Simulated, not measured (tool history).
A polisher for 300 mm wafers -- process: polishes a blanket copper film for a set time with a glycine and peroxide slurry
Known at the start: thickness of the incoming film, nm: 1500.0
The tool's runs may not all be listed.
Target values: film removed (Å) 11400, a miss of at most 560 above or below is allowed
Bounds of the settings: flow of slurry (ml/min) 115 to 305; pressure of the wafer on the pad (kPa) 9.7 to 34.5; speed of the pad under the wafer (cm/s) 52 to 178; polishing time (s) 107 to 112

run  hour  flow of slurry (ml/min)  pressure of the wafer on the pad (kPa)  speed of the pad under the wafer (cm/s)  polishing time (s)  film removed (Å)
  1     0                      195                                    22.1                                      114                 107            6875.8
  2   8.2                      195                                    25.5                                      116                 107              7929
  3  12.1                      195                                    25.5                                      102                 107              7067
  4  17.7                      195                                    28.3                                      108                 107            7914.2
  5  18.2                      195                                    29.6                                      114                 107            8800.3
  6  23.5                      195                                      31                                      118                 107              9586
  7  27.6                      195                                    31.7                                      120                 107              9753
  8  35.7                      195                                    32.4                                      122                 107             10156
  9  44.1                      195                                    32.4                                      122                 107             10636
 10  51.9                      195                                    33.1                                      122                 107             10560
 11  53.5                      195                                    33.8                                      122                 107             10752

Which of these 4 next moves meets every target?
  A  55.1                      175                                    32.4                                      122                 107                 ?
  B  55.1                      135                                    34.5                                      114                 110                 ?
  C  55.1                      210                                    33.8                                      108                 108                 ?
  D  55.1                      185                                    33.1                                      136                 107                 ?

move  film removed (Å)
   A             10054
   B             10021
   C            9600.2
   D             11375
A: moves away from the targets compared with the last run
B: moves away from the targets compared with the last run
C: moves away from the targets compared with the last run
D: all results land within tolerance of their targets
Move D is the one to make.

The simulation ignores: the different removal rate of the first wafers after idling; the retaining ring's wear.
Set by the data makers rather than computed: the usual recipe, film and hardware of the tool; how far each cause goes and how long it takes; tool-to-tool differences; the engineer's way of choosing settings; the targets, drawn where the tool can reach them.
